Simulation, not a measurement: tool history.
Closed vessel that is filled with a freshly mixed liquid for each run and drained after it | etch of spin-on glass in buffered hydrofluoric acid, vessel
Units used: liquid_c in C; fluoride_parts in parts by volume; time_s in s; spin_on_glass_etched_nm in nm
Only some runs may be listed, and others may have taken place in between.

| run | day | liquid_c | fluoride_parts | time_s | spin_on_glass_etched_nm |
|---|---|---|---|---|---|
| 1 | 0.000 | 20.0 | 16.0 | 100 | 165.03 |
| 2 | 0.042 | 22.0 | 16.0 | 100 | 184.96 |
| 3 | 0.079 | 22.0 | 20.5 | 100 | 148.16 |
| 4 | 0.412 | 22.0 | 20.5 | 105 | 156.27 |
| 5 | 0.662 | 22.0 | 19.0 | 105 | 165.18 |
| 6 | 1.033 | 19.0 | 19.0 | 105 | 139.57 |
| 7 | 1.096 | 21.5 | 19.0 | 105 | 159.39 |
| 8 | 1.212 | 23.5 | 18.5 | 105 | 182.21 |
| 9 | 1.462 | 25.0 | 17.5 | 105 | 207.44 |

Estimate the outcome of run 10 from the log above:
| 10 | 1.608 | 26.0 | 17.0 | 105 | ? |

Run 10 produced spin_on_glass_etched_nm 227.24 nm.

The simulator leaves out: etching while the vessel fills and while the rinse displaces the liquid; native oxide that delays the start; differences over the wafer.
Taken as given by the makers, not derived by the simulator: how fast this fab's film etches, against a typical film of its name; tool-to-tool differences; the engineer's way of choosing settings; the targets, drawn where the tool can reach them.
